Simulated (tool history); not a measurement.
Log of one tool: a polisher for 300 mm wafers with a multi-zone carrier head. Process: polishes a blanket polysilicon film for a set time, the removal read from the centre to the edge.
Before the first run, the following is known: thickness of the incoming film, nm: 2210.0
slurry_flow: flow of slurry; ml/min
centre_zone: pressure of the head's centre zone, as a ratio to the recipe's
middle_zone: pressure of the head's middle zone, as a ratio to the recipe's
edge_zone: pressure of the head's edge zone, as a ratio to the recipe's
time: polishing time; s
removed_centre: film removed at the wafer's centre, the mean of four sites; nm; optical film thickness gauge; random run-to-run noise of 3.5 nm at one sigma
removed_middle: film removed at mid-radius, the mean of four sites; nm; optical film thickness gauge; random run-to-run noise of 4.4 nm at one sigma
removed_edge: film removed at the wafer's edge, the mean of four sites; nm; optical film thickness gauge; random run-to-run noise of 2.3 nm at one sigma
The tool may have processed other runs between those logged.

run 1 hour=0 | slurry_flow=135 centre_zone=1 middle_zone=1 edge_zone=1 time=64 | removed_centre=631.81 removed_middle=598.16 removed_edge=612.52
run 2 hour=8.5 | slurry_flow=135 centre_zone=1.01 middle_zone=1 edge_zone=0.97 time=57 | removed_centre=565.61 removed_middle=547.29 removed_edge=539.12
run 3 hour=9.1 | slurry_flow=135 centre_zone=1.03 middle_zone=0.98 edge_zone=0.94 time=51 | removed_centre=511.39 removed_middle=474.93 removed_edge=476.85
run 4 hour=10.4 | slurry_flow=135 centre_zone=1.03 middle_zone=0.91 edge_zone=0.94 time=51 | removed_centre=508.13 removed_middle=456.82 removed_edge=474.25
run 5 hour=17.3 | slurry_flow=130 centre_zone=1.04 middle_zone=0.91 edge_zone=0.91 time=47 | removed_centre=473.83 removed_middle=414.59 removed_edge=431.2
run 6 hour=18 | slurry_flow=130 centre_zone=0.97 middle_zone=0.91 edge_zone=0.91 time=47 | removed_centre=446.91 removed_middle=413.47 removed_edge=435.21
run 7 hour=19.4 | slurry_flow=125 centre_zone=0.99 middle_zone=0.92 edge_zone=0.89 time=45 | removed_centre=425.57 removed_middle=379.85 removed_edge=407.95

Estimate the outcome of run 8 from the log above:
run 8 hour=24.2 | slurry_flow=125 centre_zone=1.01 middle_zone=0.96 edge_zone=0.87 time=43 | removed_centre=? removed_middle=? removed_edge=?

removed_centre: 412.91 nm
removed_middle: 388.63 nm
removed_edge: 384.06 nm

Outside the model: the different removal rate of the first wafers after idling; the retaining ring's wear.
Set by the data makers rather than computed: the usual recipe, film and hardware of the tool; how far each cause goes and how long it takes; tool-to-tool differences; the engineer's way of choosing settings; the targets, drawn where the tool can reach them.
